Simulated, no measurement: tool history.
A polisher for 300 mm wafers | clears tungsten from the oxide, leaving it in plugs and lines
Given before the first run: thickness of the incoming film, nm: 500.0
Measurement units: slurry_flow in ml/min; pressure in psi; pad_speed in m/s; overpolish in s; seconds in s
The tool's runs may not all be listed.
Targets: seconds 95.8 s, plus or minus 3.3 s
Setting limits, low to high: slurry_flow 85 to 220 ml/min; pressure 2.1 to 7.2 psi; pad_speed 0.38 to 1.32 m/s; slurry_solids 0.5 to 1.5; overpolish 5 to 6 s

| run | day | slurry_flow | pressure | pad_speed | slurry_solids | overpolish | seconds |
|---|---|---|---|---|---|---|---|
| 1 | 0 | 140 | 4.6 | 0.84 | 1 | 6 | 137.43 |
| 2 | 0.188 | 110 | 4.6 | 0.84 | 1 | 6 | 137.25 |
| 3 | 0.546 | 110 | 5 | 0.84 | 1 | 6 | 124.51 |
| 4 | 0.667 | 110 | 5.3 | 0.84 | 1 | 6 | 119.43 |
| 5 | 0.808 | 110 | 5.6 | 0.84 | 1 | 6 | 116.41 |
| 6 | 0.917 | 95 | 5.6 | 0.84 | 1 | 6 | 115.41 |
| 7 | 0.954 | 95 | 5.9 | 0.84 | 1 | 6 | 106.9 |
| 8 | 1.208 | 95 | 6 | 0.84 | 1 | 6 | 107.15 |
| 9 | 1.321 | 95 | 6.2 | 0.84 | 1 | 6 | 104.58 |
| 10 | 1.417 | 95 | 6.3 | 0.84 | 1 | 6 | 102.61 |
| 11 | 1.45 | 95 | 6.4 | 0.84 | 1 | 6 | 102.35 |
| 12 | 1.796 | 95 | 6.4 | 0.84 | 1 | 6 | 101.62 |
| 13 | 1.858 | 95 | 6.5 | 0.84 | 1 | 6 | 99.323 |

Pick the move, out of 4, that brings all results within their allowed miss; only one does.
| A | 1.921 | 90 | 6.6 | 0.86 | 0.95 | 6 | ? |
| B | 1.921 | 90 | 7.2 | 0.88 | 1.25 | 5 | ? |
| C | 1.921 | 100 | 5.6 | 0.92 | 1.1 | 6 | ? |
| D | 1.921 | 100 | 6.1 | 0.86 | 0.95 | 6 | ? |

| move | seconds |
|---|---|
| A | 98.09 |
| B | 87.983 |
| C | 108.49 |
| D | 105.34 |
A: all results in spec
B: the result that was furthest off in the last run now lies on the other side of its target
C: lands further from the targets than the last run did
D: lands further from the targets than the last run did
The right move is A.
